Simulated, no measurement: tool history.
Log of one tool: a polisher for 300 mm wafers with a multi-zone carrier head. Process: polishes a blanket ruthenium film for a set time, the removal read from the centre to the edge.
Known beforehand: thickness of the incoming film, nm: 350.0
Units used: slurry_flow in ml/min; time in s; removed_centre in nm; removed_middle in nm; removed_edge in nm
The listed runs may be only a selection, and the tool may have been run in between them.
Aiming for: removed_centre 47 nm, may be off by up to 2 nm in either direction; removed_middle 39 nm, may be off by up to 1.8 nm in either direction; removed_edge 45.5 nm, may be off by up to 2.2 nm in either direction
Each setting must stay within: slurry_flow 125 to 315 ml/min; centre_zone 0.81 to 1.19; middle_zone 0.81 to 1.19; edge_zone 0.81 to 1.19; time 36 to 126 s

run,hour,slurry_flow,centre_zone,middle_zone,edge_zone,time,removed_centre,removed_middle,removed_edge
1,0,205,1,1,1,81,66.299,65.161,64.561
2,6.3,205,1,1.08,1,81,66.498,68.838,64.912
3,13.8,200,1.01,1.02,1.02,74,62.139,59.433,59.432
4,21,225,1.01,1.02,1.02,74,63.258,59.611,60.609
5,23.9,230,1.01,1,1.03,68,58.398,53.694,54.642
6,32.2,230,1,0.97,1.05,65,54.308,49.936,52.835
7,40.3,230,1,0.95,1.06,63,53.685,48.534,52.053
8,47.1,230,1,0.93,1.07,61,51.633,47.448,49.337
9,56.1,175,1.06,0.83,1.17,58,48.925,39.165,49.627

5 candidate next runs follow, results not yet known. Just one meets every target within its allowed miss. Identify it.
A,65.1,130,1.06,0.89,1.1,58,?,?,?
B,65.1,225,1.16,1.03,1.05,50,?,?,?
C,65.1,155,1.03,0.81,1.12,62,?,?,?
D,65.1,125,1.04,0.81,1.19,66,?,?,?
E,65.1,170,1.15,0.86,1.04,58,?,?,?

move,removed_centre,removed_middle,removed_edge
A,48.787,39.694,45.366
B,49.53,41.228,40.159
C,51.913,40.161,49.706
D,54.117,41.592,53.225
E,54.96,39.877,45.452
A: in spec on every target
B: takes the biggest miss from the last run beyond its target
C: its largest miss is bigger than the last run's
D: its largest miss is bigger than the last run's
E: the worst result of the last run now meets its target, but another is out of spec
So the answer is move A, the one that meets all the targets.

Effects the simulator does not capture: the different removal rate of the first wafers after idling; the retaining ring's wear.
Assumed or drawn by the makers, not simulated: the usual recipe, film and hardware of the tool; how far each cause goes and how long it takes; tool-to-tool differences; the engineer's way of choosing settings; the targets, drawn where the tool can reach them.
